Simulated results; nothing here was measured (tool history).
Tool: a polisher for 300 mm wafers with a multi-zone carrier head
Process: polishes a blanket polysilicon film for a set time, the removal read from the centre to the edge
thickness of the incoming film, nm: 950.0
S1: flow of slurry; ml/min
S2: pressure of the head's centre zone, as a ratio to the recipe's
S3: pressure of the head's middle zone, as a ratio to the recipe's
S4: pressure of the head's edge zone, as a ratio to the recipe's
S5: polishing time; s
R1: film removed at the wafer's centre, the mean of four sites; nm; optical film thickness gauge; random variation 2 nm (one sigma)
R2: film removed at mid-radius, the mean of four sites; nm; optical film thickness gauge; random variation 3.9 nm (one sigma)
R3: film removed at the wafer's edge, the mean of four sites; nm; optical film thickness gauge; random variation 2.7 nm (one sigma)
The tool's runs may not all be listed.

run 1 hour=0.0 | S1=135 S2=1.00 S3=1.00 S4=1.00 S5=58 | R1=372.64 R2=373.29 R3=374.95
run 2 hour=6.9 | S1=135 S2=1.00 S3=1.00 S4=0.92 S5=58 | R1=370.53 R2=379.29 R3=359.90
run 3 hour=15.1 | S1=135 S2=1.00 S3=0.93 S4=0.92 S5=58 | R1=373.45 R2=351.05 R3=356.98
run 4 hour=19.6 | S1=110 S2=1.00 S3=0.93 S4=0.92 S5=58 | R1=360.63 R2=340.65 R3=357.51
run 5 hour=22.5 | S1=110 S2=0.98 S3=0.97 S4=0.93 S5=58 | R1=354.73 R2=350.74 R3=354.23
run 6 hour=30.7 | S1=115 S2=0.96 S3=1.01 S4=0.96 S5=58 | R1=351.59 R2=365.54 R3=357.72
run 7 hour=33.6 | S1=115 S2=0.94 S3=1.04 S4=0.99 S5=58 | R1=344.42 R2=381.43 R3=366.72
run 8 hour=35.4 | S1=115 S2=0.93 S3=1.06 S4=1.00 S5=58 | R1=338.13 R2=382.55 R3=366.76
run 9 hour=37.4 | S1=120 S2=0.92 S3=1.08 S4=1.01 S5=58 | R1=339.81 R2=390.57 R3=370.18
run 10 hour=40.1 | S1=120 S2=0.91 S3=1.10 S4=1.02 S5=58 | R1=335.92 R2=398.41 R3=373.55
run 11 hour=46.2 | S1=120 S2=0.90 S3=1.11 S4=1.02 S5=58 | R1=329.20 R2=394.65 R3=374.83
run 12 hour=47.0 | S1=125 S2=0.90 S3=1.13 S4=1.01 S5=58 | R1=334.13 R2=409.68 R3=370.41
run 13 hour=53.3 | S1=125 S2=0.89 S3=1.14 S4=1.02 S5=58 | R1=326.24 R2=417.35 R3=369.98

The next listed run, before its measurement:
run 14 hour=58.3 | S1=130 S2=0.89 S3=1.14 S4=1.03 S5=58 | R1=? R2=? R3=?

R1: 331.44 nm
R2: 407.55 nm
R3: 380.29 nm
